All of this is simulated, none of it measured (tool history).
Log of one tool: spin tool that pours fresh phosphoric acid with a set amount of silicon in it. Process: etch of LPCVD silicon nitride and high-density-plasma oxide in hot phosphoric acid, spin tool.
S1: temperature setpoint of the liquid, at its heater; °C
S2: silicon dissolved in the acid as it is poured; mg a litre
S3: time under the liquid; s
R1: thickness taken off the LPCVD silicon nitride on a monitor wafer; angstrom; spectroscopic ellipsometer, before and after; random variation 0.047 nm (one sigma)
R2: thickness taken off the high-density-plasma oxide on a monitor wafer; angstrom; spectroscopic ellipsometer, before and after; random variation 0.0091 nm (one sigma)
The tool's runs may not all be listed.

Run 1, hour 0: S1 164 °C, S2 29.5 mg a litre, S3 180 s. Result: R1 189.02 angstrom, R2 2.9657 angstrom.
Run 2, hour 6.9: S1 164 °C, S2 17 mg a litre, S3 180 s. Result: R1 189.46 angstrom, R2 4.7987 angstrom.
Run 3, hour 14.9: S1 163 °C, S2 27.5 mg a litre, S3 175 s. Result: R1 178.2 angstrom, R2 2.9745 angstrom.
Run 4, hour 18.2: S1 162 °C, S2 34.5 mg a litre, S3 170 s. Result: R1 168.47 angstrom, R2 2.0932 angstrom.
Run 5, hour 20.1: S1 161.5 °C, S2 39.5 mg a litre, S3 170 s. Result: R1 165.18 angstrom, R2 1.3542 angstrom.
Run 6, hour 28.3: S1 161 °C, S2 40.5 mg a litre, S3 170 s. Result: R1 161.93 angstrom, R2 1.2867 angstrom.
Run 7, hour 33.9: S1 160.5 °C, S2 41.5 mg a litre, S3 170 s. Result: R1 160.03 angstrom, R2 1.0252 angstrom.
Run 8, hour 41.6: S1 160 °C, S2 41 mg a litre, S3 170 s. Result: R1 156.48 angstrom, R2 1.2169 angstrom.
Run 9, hour 44: S1 160 °C, S2 42.5 mg a litre, S3 170 s. Result: R1 156.58 angstrom, R2 0.91104 angstrom.

Run 10 comes next. What will it give?
Run 10, hour 48: S1 160 °C, S2 41.5 mg a litre, S3 170 s. Result: R1 ?, R2 ?.

R1: 157.16 angstrom
R2: 1.2195 angstrom

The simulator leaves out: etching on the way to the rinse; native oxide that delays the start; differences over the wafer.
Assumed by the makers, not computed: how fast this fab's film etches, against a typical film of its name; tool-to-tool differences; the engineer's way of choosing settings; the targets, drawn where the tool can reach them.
